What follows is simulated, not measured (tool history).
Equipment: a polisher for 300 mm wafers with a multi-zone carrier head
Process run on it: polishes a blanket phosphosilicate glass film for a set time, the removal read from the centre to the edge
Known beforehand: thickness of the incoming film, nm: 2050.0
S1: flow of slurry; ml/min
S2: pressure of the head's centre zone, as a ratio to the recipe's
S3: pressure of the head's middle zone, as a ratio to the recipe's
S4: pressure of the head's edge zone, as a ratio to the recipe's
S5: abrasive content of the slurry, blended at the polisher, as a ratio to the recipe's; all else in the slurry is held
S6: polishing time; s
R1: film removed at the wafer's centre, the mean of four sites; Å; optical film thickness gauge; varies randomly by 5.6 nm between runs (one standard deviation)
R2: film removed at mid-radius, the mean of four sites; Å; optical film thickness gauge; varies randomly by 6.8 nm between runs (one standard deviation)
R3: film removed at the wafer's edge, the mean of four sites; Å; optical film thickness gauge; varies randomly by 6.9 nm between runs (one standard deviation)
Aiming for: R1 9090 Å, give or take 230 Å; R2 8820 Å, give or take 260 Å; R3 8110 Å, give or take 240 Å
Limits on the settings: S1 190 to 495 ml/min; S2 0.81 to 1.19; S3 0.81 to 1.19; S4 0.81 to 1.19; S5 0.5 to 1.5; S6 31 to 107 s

| run | hour | S1 | S2 | S3 | S4 | S5 | S6 | R1 | R2 | R3 |
|---|---|---|---|---|---|---|---|---|---|---|
| 1 | 0 | 320 | 1 | 1 | 1 | 1 | 69 | 6771.6 | 6860.3 | 6883.9 |
| 2 | 1.2 | 320 | 1 | 1 | 1 | 1 | 84 | 8162.9 | 8319.3 | 8294.6 |
| 3 | 5.1 | 320 | 1 | 1 | 1.04 | 1 | 84 | 8234.7 | 8378 | 8579.8 |
| 4 | 11.2 | 320 | 1 | 0.93 | 1.04 | 1 | 84 | 8250.7 | 7937.5 | 8427.5 |
| 5 | 15.1 | 320 | 1 | 0.93 | 1.04 | 0.8 | 84 | 7267.5 | 6963.2 | 7381.1 |
| 6 | 22.9 | 340 | 1.05 | 1 | 1.04 | 0.8 | 84 | 7631.1 | 7399.1 | 7411.2 |
| 7 | 27.6 | 345 | 1.09 | 1.05 | 1.06 | 0.85 | 84 | 8231.5 | 8041.6 | 7895.6 |
| 8 | 34.4 | 355 | 1.12 | 1.08 | 1.06 | 0.85 | 84 | 8434.8 | 8140.4 | 7958.2 |
| 9 | 38.3 | 390 | 1.19 | 1.18 | 1.02 | 0.9 | 84 | 9255.5 | 9184.5 | 7967.6 |
| 10 | 44.2 | 385 | 1.18 | 1.17 | 1.03 | 0.9 | 84 | 9263.8 | 9302.3 | 7934.6 |

Which of these 5 next moves meets every target?
| A | 50.1 | 490 | 1.11 | 1.02 | 1.06 | 0.7 | 96 | ? | ? | ? |
| B | 50.1 | 365 | 1.05 | 1.01 | 1.15 | 0.85 | 89 | ? | ? | ? |
| C | 50.1 | 375 | 1.17 | 1.13 | 1.05 | 0.9 | 84 | ? | ? | ? |
| D | 50.1 | 270 | 1.15 | 1.03 | 1.13 | 0.9 | 88 | ? | ? | ? |
| E | 50.1 | 435 | 1.1 | 1.06 | 1.1 | 1 | 83 | ? | ? | ? |

| move | R1 | R2 | R3 |
|---|---|---|---|
| A | 8668.5 | 8135 | 8143.2 |
| B | 8445.4 | 8301 | 8774.3 |
| C | 9155.8 | 8931.3 | 8179.1 |
| D | 9089.7 | 8362.3 | 8680.5 |
| E | 9153.5 | 8955.7 | 8850 |
A: pushes the last run's worst result past its target
B: pushes the last run's worst result past its target
C: all results land within tolerance of their targets
D: pushes the last run's worst result past its target
E: gets the furthest-off result to its target, but another result is out of tolerance
Go with C: it meets all targets.
